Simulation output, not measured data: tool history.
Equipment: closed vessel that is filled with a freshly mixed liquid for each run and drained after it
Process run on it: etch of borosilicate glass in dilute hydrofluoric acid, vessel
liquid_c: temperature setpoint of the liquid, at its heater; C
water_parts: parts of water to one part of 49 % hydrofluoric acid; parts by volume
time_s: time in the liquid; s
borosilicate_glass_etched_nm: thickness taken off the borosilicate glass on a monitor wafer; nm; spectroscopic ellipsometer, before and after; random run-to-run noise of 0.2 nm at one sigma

run	hour	liquid_c	water_parts	time_s	borosilicate_glass_etched_nm
1	0	20	75	90	28.522
2	7.7	20	55	90	39.473
3	9.3	20	65	90	33.002
4	12.4	20	80	90	26.51
5	18.5	20	60	90	36.234
6	26.5	20	60	95	38.177
7	27.4	19	65	95	33.262
8	31	19	65	95	33.628
9	33.8	19	65	95	33.395
10	37.9	18.5	70	95	30.447
11	46.3	18	75	95	27.947

For run 12, what comes out?
12	49.8	17.5	75	95	?

{"run 12": {"borosilicate_glass_etched_nm": 26.778}}
